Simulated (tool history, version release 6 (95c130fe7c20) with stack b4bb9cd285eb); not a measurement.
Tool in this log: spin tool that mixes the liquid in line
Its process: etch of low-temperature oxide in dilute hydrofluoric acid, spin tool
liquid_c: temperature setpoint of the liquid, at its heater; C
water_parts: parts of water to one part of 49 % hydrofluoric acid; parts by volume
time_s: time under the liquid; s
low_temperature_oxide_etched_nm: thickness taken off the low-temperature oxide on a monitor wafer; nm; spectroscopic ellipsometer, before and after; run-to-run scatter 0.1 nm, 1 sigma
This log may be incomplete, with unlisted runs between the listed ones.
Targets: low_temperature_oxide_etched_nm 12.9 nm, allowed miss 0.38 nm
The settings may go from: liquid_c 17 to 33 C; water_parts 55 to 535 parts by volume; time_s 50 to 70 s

run	hour	liquid_c	water_parts	time_s	low_temperature_oxide_etched_nm
1	0	25	295	70	5.2765
2	4.8	28.5	295	70	5.9057
3	13.1	28.5	295	70	5.9064
4	15.4	28.5	295	50	4.203
5	21	28.5	235	50	5.6281
6	24.6	29.5	190	55	8.4048
7	28.5	30	175	55	9.4316
8	34.5	30.5	165	55	10.145
9	40	33	125	55	15.629
10	41.4	32.5	125	55	15.291
11	42.5	32	125	55	15.211
12	49.6	31.5	125	55	14.989
13	53.3	31	125	55	14.442
14	59.8	30.5	125	55	14.485
15	64.7	29.5	125	55	13.892
16	67.6	29	125	55	13.413
17	73.3	28.5	125	55	13.312

Which single option among these 4 for the next run brings every result within its allowed miss of target? Just one does.
A	79	29	120	50	?
B	79	26.5	130	65	?
C	79	29.5	130	50	?
D	79	33	155	55	?

move	low_temperature_oxide_etched_nm
A	12.938
B	13.954
C	12.004
D	12.129
A: all results in spec
B: further off than the last run
C: takes the biggest miss from the last run beyond its target
D: takes the biggest miss from the last run beyond its target
Answer: A
